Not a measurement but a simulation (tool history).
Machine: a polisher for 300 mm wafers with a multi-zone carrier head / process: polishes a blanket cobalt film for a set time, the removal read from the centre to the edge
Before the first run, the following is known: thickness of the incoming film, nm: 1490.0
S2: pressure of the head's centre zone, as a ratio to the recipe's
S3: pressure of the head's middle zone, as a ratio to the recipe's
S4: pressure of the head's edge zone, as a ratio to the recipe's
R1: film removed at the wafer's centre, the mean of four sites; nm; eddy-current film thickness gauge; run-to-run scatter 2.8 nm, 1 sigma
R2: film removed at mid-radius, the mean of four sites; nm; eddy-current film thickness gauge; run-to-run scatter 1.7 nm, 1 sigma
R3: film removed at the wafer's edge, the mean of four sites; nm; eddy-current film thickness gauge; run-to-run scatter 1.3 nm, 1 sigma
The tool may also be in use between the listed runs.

run 1 hour=0 | flow_of_slurry_(ml/min)=250 S2=1 S3=1 S4=1 polishing_time_(s)=33 | R1=148.73 R2=146.27 R3=145.22
run 2 hour=7.6 | flow_of_slurry_(ml/min)=255 S2=1.02 S3=1 S4=1.02 polishing_time_(s)=34 | R1=153.49 R2=150.31 R3=152.61
run 3 hour=13.7 | flow_of_slurry_(ml/min)=255 S2=1.02 S3=1 S4=1.02 polishing_time_(s)=42 | R1=192.22 R2=187.46 R3=186.03
run 4 hour=20.8 | flow_of_slurry_(ml/min)=265 S2=1.04 S3=1 S4=1.03 polishing_time_(s)=42 | R1=195.57 R2=184.32 R3=188.93
run 5 hour=27.5 | flow_of_slurry_(ml/min)=270 S2=1.05 S3=1.01 S4=1.04 polishing_time_(s)=42 | R1=197.33 R2=187.67 R3=192.5
run 6 hour=36.3 | flow_of_slurry_(ml/min)=270 S2=1.05 S3=0.96 S4=1.04 polishing_time_(s)=42 | R1=197.13 R2=180.55 R3=190.25
run 7 hour=38.4 | flow_of_slurry_(ml/min)=275 S2=1.06 S3=0.97 S4=1.05 polishing_time_(s)=42 | R1=200.14 R2=181.75 R3=192.58
run 8 hour=44.1 | flow_of_slurry_(ml/min)=280 S2=1.07 S3=0.98 S4=1.05 polishing_time_(s)=42 | R1=202.05 R2=185.82 R3=190.64
run 9 hour=51.2 | flow_of_slurry_(ml/min)=285 S2=1.08 S3=0.98 S4=1.06 polishing_time_(s)=42 | R1=206.73 R2=182.19 R3=192.75
run 10 hour=58 | flow_of_slurry_(ml/min)=290 S2=1.08 S3=0.99 S4=1.07 polishing_time_(s)=42 | R1=207.21 R2=183.23 R3=194.41

Predict the results of run 11:
run 11 hour=64.7 | flow_of_slurry_(ml/min)=295 S2=1.08 S3=1 S4=1.08 polishing_time_(s)=42 | R1=? R2=? R3=?

R1: 206.93 nm
R2: 188.83 nm
R3: 192.77 nm
